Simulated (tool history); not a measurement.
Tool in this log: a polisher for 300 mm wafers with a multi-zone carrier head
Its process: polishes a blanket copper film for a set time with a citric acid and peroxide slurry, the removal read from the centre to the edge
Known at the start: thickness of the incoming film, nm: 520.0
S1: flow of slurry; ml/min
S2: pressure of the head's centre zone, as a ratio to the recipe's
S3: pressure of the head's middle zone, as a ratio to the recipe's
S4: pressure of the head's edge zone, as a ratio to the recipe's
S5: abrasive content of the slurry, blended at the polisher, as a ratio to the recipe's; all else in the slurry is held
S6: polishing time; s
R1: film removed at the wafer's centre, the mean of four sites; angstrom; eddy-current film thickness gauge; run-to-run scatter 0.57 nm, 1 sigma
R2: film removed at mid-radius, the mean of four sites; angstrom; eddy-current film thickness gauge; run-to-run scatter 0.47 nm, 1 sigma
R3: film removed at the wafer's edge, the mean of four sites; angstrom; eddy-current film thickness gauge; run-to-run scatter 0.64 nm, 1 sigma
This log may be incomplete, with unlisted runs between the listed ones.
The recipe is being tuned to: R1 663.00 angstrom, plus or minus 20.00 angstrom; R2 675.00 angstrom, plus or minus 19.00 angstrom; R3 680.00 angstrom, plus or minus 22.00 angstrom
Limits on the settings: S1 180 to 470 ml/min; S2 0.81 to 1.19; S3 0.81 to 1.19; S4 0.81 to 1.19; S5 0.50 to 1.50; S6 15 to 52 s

| run | hour | S1 | S2 | S3 | S4 | S5 | S6 | R1 | R2 | R3 |
|---|---|---|---|---|---|---|---|---|---|---|
| 1 | 0.0 | 300 | 1.00 | 1.00 | 1.00 | 1.00 | 33 | 552.68 | 556.74 | 552.36 |
| 2 | 6.2 | 300 | 1.00 | 1.00 | 1.00 | 1.10 | 33 | 572.65 | 565.14 | 572.12 |
| 3 | 12.1 | 300 | 1.00 | 0.97 | 1.00 | 1.10 | 33 | 568.16 | 549.94 | 555.19 |
| 4 | 19.4 | 310 | 1.02 | 1.01 | 1.03 | 1.10 | 33 | 574.40 | 575.85 | 565.25 |
| 5 | 27.8 | 310 | 1.02 | 1.01 | 1.10 | 1.10 | 33 | 579.87 | 572.71 | 593.01 |
| 6 | 32.0 | 310 | 1.03 | 1.03 | 1.12 | 1.20 | 33 | 596.71 | 598.40 | 610.70 |
| 7 | 35.5 | 315 | 1.04 | 1.04 | 1.13 | 1.25 | 33 | 611.34 | 609.36 | 603.74 |
| 8 | 44.5 | 315 | 1.03 | 1.04 | 1.14 | 1.30 | 34 | 635.90 | 631.75 | 636.54 |
| 9 | 48.2 | 320 | 1.03 | 1.04 | 1.15 | 1.35 | 34 | 639.38 | 632.82 | 649.18 |
| 10 | 56.0 | 325 | 1.03 | 1.05 | 1.16 | 1.35 | 34 | 625.06 | 641.62 | 664.22 |
| 11 | 58.5 | 325 | 1.03 | 1.05 | 1.16 | 1.35 | 34 | 635.22 | 637.41 | 660.72 |
| 12 | 63.9 | 330 | 1.04 | 1.06 | 1.17 | 1.35 | 34 | 655.48 | 645.29 | 662.76 |

Of the 4 settings listed for the next run, only one would bring every result within its allowed miss of target. Which one?
| A | 69.3 | 275 | 1.00 | 1.13 | 1.19 | 1.30 | 35 | ? | ? | ? |
| B | 69.3 | 415 | 1.04 | 0.97 | 1.19 | 1.40 | 34 | ? | ? | ? |
| C | 69.3 | 320 | 1.03 | 1.08 | 1.16 | 1.35 | 35 | ? | ? | ? |
| D | 69.3 | 320 | 0.98 | 1.06 | 1.19 | 1.30 | 37 | ? | ? | ? |

| move | R1 | R2 | R3 |
|---|---|---|---|
| A | 616.17 | 685.51 | 671.43 |
| B | 657.09 | 627.68 | 684.19 |
| C | 649.63 | 678.81 | 676.82 |
| D | 649.88 | 701.36 | 718.67 |
A: puts the biggest miss on target and leaves a different result outside tolerance
B: the biggest miss grows against the last run
C: all results in spec
D: the result that was furthest off in the last run now lies on the other side of its target
Go with C: it meets all targets.
